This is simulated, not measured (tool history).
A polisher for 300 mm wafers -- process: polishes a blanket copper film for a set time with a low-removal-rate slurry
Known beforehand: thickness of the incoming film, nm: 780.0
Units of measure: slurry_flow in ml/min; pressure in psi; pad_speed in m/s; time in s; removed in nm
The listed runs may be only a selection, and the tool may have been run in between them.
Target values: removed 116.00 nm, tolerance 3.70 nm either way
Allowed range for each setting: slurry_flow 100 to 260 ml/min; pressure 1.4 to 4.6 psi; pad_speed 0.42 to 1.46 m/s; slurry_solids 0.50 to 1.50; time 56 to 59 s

run	hour	slurry_flow	pressure	pad_speed	slurry_solids	time	removed
1	0.0	165	3.0	0.94	1.00	56	194.67
2	5.7	160	2.5	0.94	1.00	56	165.69
3	7.4	160	2.5	1.16	1.00	56	195.30
4	13.4	160	2.5	1.16	1.15	56	195.95
5	21.3	180	2.5	1.16	1.15	56	198.28
6	29.6	180	1.9	1.16	1.15	56	156.87
7	38.4	180	1.7	1.12	1.15	56	141.51
8	45.5	155	1.4	1.02	1.15	56	108.50
9	48.1	155	1.4	1.02	1.15	56	110.20
10	51.7	155	1.4	1.02	1.15	56	109.02
11	59.5	165	1.4	1.02	1.15	56	109.98

Which one of the following 4 next-run settings gets every result inside its allowed miss? There is exactly one.
A	67.3	170	1.4	0.90	1.25	56	?
B	67.3	175	1.6	0.86	1.15	59	?
C	67.3	210	1.6	1.00	0.95	59	?
D	67.3	130	1.5	0.88	1.20	56	?

move	removed
A	103.35
B	115.59
C	125.08
D	102.71
A: its largest miss is bigger than the last run's
B: meets every target
C: carries the result that was furthest off beyond its target, to the other side
D: its largest miss is bigger than the last run's
B is the move that brings every result within its allowed miss.
